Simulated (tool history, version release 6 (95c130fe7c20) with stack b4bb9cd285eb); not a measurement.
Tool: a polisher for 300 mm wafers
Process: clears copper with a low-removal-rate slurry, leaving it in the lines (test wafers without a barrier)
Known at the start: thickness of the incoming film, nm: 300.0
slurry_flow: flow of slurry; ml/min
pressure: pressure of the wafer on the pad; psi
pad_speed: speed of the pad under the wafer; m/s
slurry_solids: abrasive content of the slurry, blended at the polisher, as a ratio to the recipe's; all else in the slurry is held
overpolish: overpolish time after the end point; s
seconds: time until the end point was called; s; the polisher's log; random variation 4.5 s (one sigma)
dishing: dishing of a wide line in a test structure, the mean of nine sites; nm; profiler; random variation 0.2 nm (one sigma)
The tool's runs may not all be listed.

| run | hour | slurry_flow | pressure | pad_speed | slurry_solids | overpolish | seconds | dishing |
|---|---|---|---|---|---|---|---|---|
| 1 | 0.0 | 165 | 2.5 | 1.04 | 1.00 | 25 | 132.92 | 38.048 |
| 2 | 7.1 | 165 | 2.5 | 1.04 | 0.90 | 25 | 142.23 | 37.923 |
| 3 | 15.4 | 165 | 2.5 | 1.04 | 0.90 | 34 | 137.05 | 48.571 |
| 4 | 24.1 | 165 | 2.1 | 1.04 | 0.90 | 34 | 163.75 | 41.463 |
| 5 | 33.0 | 165 | 1.6 | 1.04 | 0.90 | 34 | 211.64 | 33.073 |
| 6 | 37.0 | 165 | 2.2 | 1.04 | 0.90 | 34 | 160.01 | 42.972 |
| 7 | 43.5 | 175 | 2.0 | 0.96 | 1.00 | 29 | 183.92 | 32.704 |
| 8 | 47.6 | 180 | 1.9 | 0.92 | 1.05 | 24 | 195.89 | 26.685 |
| 9 | 52.6 | 185 | 1.8 | 0.90 | 1.10 | 21 | 209.91 | 22.382 |
| 10 | 55.1 | 190 | 1.7 | 0.90 | 1.10 | 19 | 207.76 | 19.204 |
| 11 | 62.0 | 190 | 1.6 | 0.90 | 1.10 | 19 | 224.25 | 18.573 |
| 12 | 70.1 | 190 | 1.5 | 0.90 | 1.10 | 18 | 241.48 | 16.524 |
| 13 | 71.8 | 190 | 1.5 | 0.90 | 1.10 | 17 | 241.81 | 15.662 |
| 14 | 77.6 | 185 | 1.5 | 0.90 | 1.10 | 17 | 245.97 | 15.526 |
| 15 | 84.6 | 180 | 1.5 | 0.90 | 1.10 | 17 | 252.69 | 15.251 |
| 16 | 92.2 | 175 | 1.5 | 0.92 | 1.10 | 16 | 238.43 | 14.733 |
| 17 | 97.1 | 170 | 1.5 | 0.92 | 1.10 | 16 | 242.60 | 15.058 |

Run 18 comes next. What will it give?
| 18 | 105.1 | 165 | 1.5 | 0.92 | 1.10 | 16 | ? | ? |

Run 18 gave seconds 241.07 s, dishing 15.333 nm.
